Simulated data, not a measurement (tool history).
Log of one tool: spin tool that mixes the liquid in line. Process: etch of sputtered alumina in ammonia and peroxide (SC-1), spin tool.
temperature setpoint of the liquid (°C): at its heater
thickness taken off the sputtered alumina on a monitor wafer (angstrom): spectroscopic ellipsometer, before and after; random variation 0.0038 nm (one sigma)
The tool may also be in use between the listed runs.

| run | hour | temperature setpoint of the liquid (°C) | parts of 29 % ammonia solution to one part of 30 % peroxide (parts by volume) | time under the liquid (s) | thickness taken off the sputtered alumina on a monitor wafer (angstrom) |
|---|---|---|---|---|---|
| 1 | 0 | 60 | 0.6 | 15 | 13.589 |
| 2 | 1.9 | 63.5 | 0.6 | 15 | 16.23 |
| 3 | 10.8 | 59 | 0.6 | 15 | 13.093 |
| 4 | 17.9 | 64 | 0.6 | 15 | 16.715 |
| 5 | 26.6 | 64 | 0.7 | 15 | 16.938 |
| 6 | 30.3 | 59 | 0.7 | 15 | 13.147 |
| 7 | 33.4 | 56 | 0.7 | 15 | 11.309 |

Run 8 comes next. What will it give?
| 8 | 36.2 | 54 | 0.7 | 15 | ? |

{"run 8": {"thickness taken off the sputtered alumina on a monitor wafer (angstrom)": 10.152}}

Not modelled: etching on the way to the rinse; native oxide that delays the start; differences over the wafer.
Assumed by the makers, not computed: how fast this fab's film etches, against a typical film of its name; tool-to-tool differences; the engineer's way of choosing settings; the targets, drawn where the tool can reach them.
